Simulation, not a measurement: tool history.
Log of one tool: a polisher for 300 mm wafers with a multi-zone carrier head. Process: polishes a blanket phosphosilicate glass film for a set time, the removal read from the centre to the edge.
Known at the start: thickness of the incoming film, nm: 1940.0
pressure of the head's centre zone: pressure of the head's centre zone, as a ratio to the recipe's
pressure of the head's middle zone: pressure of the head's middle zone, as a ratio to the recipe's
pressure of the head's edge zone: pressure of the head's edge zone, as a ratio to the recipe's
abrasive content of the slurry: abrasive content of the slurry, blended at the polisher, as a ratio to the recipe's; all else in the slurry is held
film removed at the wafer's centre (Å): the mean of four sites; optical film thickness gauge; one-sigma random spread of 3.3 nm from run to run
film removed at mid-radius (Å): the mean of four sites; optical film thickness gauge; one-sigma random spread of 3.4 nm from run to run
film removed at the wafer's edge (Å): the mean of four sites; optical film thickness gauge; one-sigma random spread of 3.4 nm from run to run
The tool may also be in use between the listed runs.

run  hour  flow of slurry (ml/min)  pressure of the head's centre zone  pressure of the head's middle zone  pressure of the head's edge zone  abrasive content of the slurry  polishing time (s)  film removed at the wafer's centre (Å)  film removed at mid-radius (Å)  film removed at the wafer's edge (Å)
  1     0                      135                                   1                                   1                                 1                               1                  69                                  4404.1                          4553.2                                4617.3
  2     7                      135                                1.07                                   1                                 1                               1                  69                                    4752                          4578.2                                4607.3
  3  15.6                      135                                1.07                                   1                                 1                               1                  56                                  3811.2                          3767.5                                3748.1
  4  22.1                      140                                1.07                                1.01                              1.02                               1                  56                                    3891                          3810.1                                3838.2
     26.5  -- slurry nozzle cleaned
  5  26.5                      145                                1.07                                1.02                              1.04                               1                  56                                  4480.3                          4351.7                                4158.7
  6  29.4                      145                                1.06                                1.02                              1.05                               1                  56                                    4435                          4366.4                                4242.3
  7  37.6                      145                                1.05                                1.02                              1.06                               1                  56                                  4373.9                          4313.8                                4152.6
  8  45.2                      145                                1.03                                1.01                              1.07                               1                  56                                    4326                          4320.9                                4239.7
  9    47                      145                                1.02                                1.01                              1.08                               1                  56                                  4277.1                          4301.9                                4286.9
 10  51.4                      145                                1.01                                1.01                              1.09                               1                  56                                    4188                          4346.4                                4210.1
 11  57.5                      145                                   1                                   1                               1.1                               1                  56                                  4241.5                          4237.2                                4283.3

Estimate the outcome of run 12 from the log above:
 12    64                      145                                0.99                                   1                              1.11                               1                  56                                       ?                               ?                                     ?

{"run 12": {"film removed at the wafer's centre (Å)": 4149, "film removed at mid-radius (Å)": 4256.3, "film removed at the wafer's edge (Å)": 4332.7}}

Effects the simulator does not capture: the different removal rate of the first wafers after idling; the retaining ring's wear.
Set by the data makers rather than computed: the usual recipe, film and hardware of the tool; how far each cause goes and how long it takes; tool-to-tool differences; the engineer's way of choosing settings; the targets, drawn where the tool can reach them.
